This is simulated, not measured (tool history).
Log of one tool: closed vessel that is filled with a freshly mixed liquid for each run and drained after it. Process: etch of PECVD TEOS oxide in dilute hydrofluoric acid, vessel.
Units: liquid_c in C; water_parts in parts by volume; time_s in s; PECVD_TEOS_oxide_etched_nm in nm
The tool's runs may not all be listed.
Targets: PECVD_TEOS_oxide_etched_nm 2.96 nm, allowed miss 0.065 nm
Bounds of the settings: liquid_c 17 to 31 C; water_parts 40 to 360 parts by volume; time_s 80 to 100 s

run,hour,liquid_c,water_parts,time_s,PECVD_TEOS_oxide_etched_nm
1,0,23,200,100,3.7194
2,5.2,22,200,100,3.5725
3,10.3,22,160,100,4.661
4,18.4,20.5,160,100,4.3725
5,19.5,20,165,100,4.1438
6,25.7,19.5,170,100,3.9374
7,30.4,17,210,100,2.7758
8,37.7,18,210,100,2.8856

5 next moves are on the table. One of them brings every result within its allowed miss. Which?
A,45,18,190,85,?
B,45,17,175,80,?
C,45,22,205,90,?
D,45,17,190,95,?
E,45,20.5,205,95,?

move,PECVD_TEOS_oxide_etched_nm
A,2.7781
B,2.7662
C,3.1357
D,2.9835
E,3.1266
A: further off than the last run
B: further off than the last run
C: takes the result that was furthest off past its target
D: meets every target
E: takes the result that was furthest off past its target
Answer: D
